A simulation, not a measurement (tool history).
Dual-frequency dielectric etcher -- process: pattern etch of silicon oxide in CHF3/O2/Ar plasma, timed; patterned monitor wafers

run	hour	source power (W)	bias power (W)	etch time (s)	mean etch depth across the wafer (Å)
1	0	610	204	256.5	5271.4
2	3.3	610	178	256.5	4985.2
3	4.5	610	178	256.5	4990.9
4	7.7	590	177	256.5	4894.7
5	8.4	570	177	256.5	4842.5
6	13.4	550	176	256.5	4774
7	16	540	176	256.5	4724.6
8	17.3	530	176	256.5	4687.1

Forecast run 9:
9	22.1	520	176	256.5	?

{"run 9": {"mean etch depth across the wafer (Å)": 4677.7}}

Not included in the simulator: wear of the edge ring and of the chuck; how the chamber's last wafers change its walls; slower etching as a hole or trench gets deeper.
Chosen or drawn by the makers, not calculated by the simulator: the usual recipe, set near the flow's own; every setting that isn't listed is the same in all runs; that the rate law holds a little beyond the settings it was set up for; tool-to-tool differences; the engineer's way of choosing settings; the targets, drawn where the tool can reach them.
